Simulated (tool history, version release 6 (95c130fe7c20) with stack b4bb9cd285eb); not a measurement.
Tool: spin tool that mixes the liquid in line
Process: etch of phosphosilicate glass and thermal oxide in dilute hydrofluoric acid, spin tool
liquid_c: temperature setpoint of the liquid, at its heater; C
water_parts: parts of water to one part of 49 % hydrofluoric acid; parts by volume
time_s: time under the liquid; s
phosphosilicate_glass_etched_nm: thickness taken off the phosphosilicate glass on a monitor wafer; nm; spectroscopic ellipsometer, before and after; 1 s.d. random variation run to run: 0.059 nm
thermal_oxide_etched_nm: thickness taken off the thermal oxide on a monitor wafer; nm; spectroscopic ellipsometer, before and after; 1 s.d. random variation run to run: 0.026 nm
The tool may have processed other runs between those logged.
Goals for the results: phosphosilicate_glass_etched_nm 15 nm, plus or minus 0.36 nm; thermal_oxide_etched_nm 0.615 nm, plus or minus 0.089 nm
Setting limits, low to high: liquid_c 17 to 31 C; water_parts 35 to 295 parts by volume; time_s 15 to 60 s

run  hour  liquid_c  water_parts  time_s  phosphosilicate_glass_etched_nm  thermal_oxide_etched_nm
  1     0        23          165      30                           20.748                  0.85511
  2   4.7        23          165      20                           13.849                  0.57242
  3   9.4      23.5          165      20                           14.031                  0.58961
  4  18.3        24          165      20                           14.374                  0.61087
  5  21.7      24.5          165      20                            14.53                  0.62687
  6  27.7      24.5          145      20                           17.039                  0.73796
  7  33.1        24          145      20                           16.656                  0.70678
  8  36.4      23.5          145      20                           16.297                  0.69987
  9  41.7        23          145      20                           16.076                  0.67845
 10    49      22.5          145      20                           15.731                  0.65692
 11  54.4        22          145      20                           15.552                  0.67506

Next run, 4 choices. One meets every target within its allowed miss, the rest don't. Which?
  A  59.8        25          155      20                                ?                        ?
  B  59.8      24.5          195      25                                ?                        ?
  C  59.8        23          125      15                                ?                        ?
  D  59.8      21.5          250      40                                ?                        ?

move  phosphosilicate_glass_etched_nm  thermal_oxide_etched_nm
   A                           15.931                  0.64525
   B                           14.824                  0.60041
   C                           14.253                  0.57728
   D                           15.652                  0.63396
A: lands further from the targets than the last run did
B: every result within its allowed miss
C: the result that was furthest off in the last run now lies on the other side of its target
D: lands further from the targets than the last run did
B is the move that brings every result within its allowed miss.
